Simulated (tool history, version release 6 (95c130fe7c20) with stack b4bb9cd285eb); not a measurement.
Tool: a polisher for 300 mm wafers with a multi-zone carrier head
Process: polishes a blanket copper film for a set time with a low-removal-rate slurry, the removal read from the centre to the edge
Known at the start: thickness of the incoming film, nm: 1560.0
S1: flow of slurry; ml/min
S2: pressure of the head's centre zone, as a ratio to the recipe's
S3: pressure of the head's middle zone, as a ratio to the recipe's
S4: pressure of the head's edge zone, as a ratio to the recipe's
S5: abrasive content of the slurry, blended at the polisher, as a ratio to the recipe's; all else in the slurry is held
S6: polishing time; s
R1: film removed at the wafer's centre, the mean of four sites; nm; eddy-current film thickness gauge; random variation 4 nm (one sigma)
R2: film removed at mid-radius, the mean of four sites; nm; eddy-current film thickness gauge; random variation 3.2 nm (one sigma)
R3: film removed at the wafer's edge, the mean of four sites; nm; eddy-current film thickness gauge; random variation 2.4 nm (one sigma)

run	day	S1	S2	S3	S4	S5	S6	R1	R2	R3
1	0.000	180	1.00	1.00	1.00	1.00	68	215.59	212.22	227.06
2	0.242	200	1.06	1.02	1.01	1.15	69	246.32	232.77	235.42
3	0.500	205	1.09	1.01	1.04	1.25	71	272.39	244.09	253.70
4	0.696	215	1.12	1.02	1.07	1.30	71	279.88	241.32	259.15
5	0.979	220	1.14	1.04	1.07	1.35	72	290.70	258.38	268.84
6	1.133	185	1.14	1.04	1.07	1.35	72	288.76	245.15	256.10
7	1.192	200	1.15	1.04	1.06	1.40	73	298.01	266.90	269.20
8	1.562	200	1.16	1.02	1.05	1.40	74	296.32	260.89	274.24
9	1.733	205	1.17	1.04	1.08	1.40	74	306.04	263.25	274.78
10	2.067	200	1.18	1.07	1.11	1.40	75	314.98	275.16	281.54
# day 2.429: edge zone pressure recalibrated
11	2.429	230	1.19	1.04	1.03	1.50	76	330.76	279.19	269.91

The next listed run, before its measurement:
12	2.742	230	1.19	1.03	1.04	1.50	76	?	?	?

R1: 322.03 nm
R2: 279.91 nm
R3: 272.72 nm
